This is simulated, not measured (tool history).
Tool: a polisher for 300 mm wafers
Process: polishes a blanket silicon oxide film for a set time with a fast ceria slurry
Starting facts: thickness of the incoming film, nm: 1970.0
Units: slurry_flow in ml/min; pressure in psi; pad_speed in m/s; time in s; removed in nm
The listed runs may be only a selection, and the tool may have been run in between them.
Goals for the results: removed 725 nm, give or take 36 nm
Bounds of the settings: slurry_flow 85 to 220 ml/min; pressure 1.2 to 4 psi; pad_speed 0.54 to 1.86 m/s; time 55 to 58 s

run 1 hour=0 | slurry_flow=140 pressure=2.6 pad_speed=1.18 time=55 | removed=1002.3
run 2 hour=6.3 | slurry_flow=140 pressure=3 pad_speed=1.18 time=55 | removed=1128.4
run 3 hour=10.7 | slurry_flow=140 pressure=2.9 pad_speed=1.18 time=55 | removed=1104.9
run 4 hour=19.4 | slurry_flow=140 pressure=2.8 pad_speed=1.18 time=55 | removed=1066.7
run 5 hour=24.8 | slurry_flow=165 pressure=2.8 pad_speed=1.18 time=55 | removed=1101.5
run 6 hour=27.8 | slurry_flow=165 pressure=2.7 pad_speed=1.18 time=55 | removed=1073.2
run 7 hour=36.2 | slurry_flow=165 pressure=2.6 pad_speed=1.18 time=55 | removed=1030.1
run 8 hour=42.4 | slurry_flow=165 pressure=2.5 pad_speed=1.18 time=55 | removed=985.83
run 9 hour=50 | slurry_flow=165 pressure=2.5 pad_speed=1.18 time=55 | removed=973.54
run 10 hour=56.5 | slurry_flow=165 pressure=2.4 pad_speed=1.18 time=55 | removed=958.13
run 11 hour=62.5 | slurry_flow=165 pressure=2.3 pad_speed=1.18 time=55 | removed=924.77
run 12 hour=64.8 | slurry_flow=165 pressure=2.2 pad_speed=1.18 time=55 | removed=868.43
run 13 hour=66.4 | slurry_flow=155 pressure=2 pad_speed=1.18 time=55 | removed=794.09

Exactly one of the 4 candidate moves below puts every result within its allowed miss. Which one?
run A hour=68 | slurry_flow=155 pressure=1.8 pad_speed=1.36 time=55 | removed=?
run B hour=68 | slurry_flow=160 pressure=2.1 pad_speed=1.04 time=55 | removed=?
run C hour=68 | slurry_flow=160 pressure=2.2 pad_speed=1.1 time=55 | removed=?
run D hour=68 | slurry_flow=185 pressure=1.7 pad_speed=1.38 time=56 | removed=?

move=A removed=799.84
move=B removed=718.46
move=C removed=793.29
move=D removed=802.68
A: the biggest miss grows against the last run
B: all results land within tolerance of their targets
C: about the same distance from the targets as the last run
D: the biggest miss grows against the last run
The move that meets every target is B.
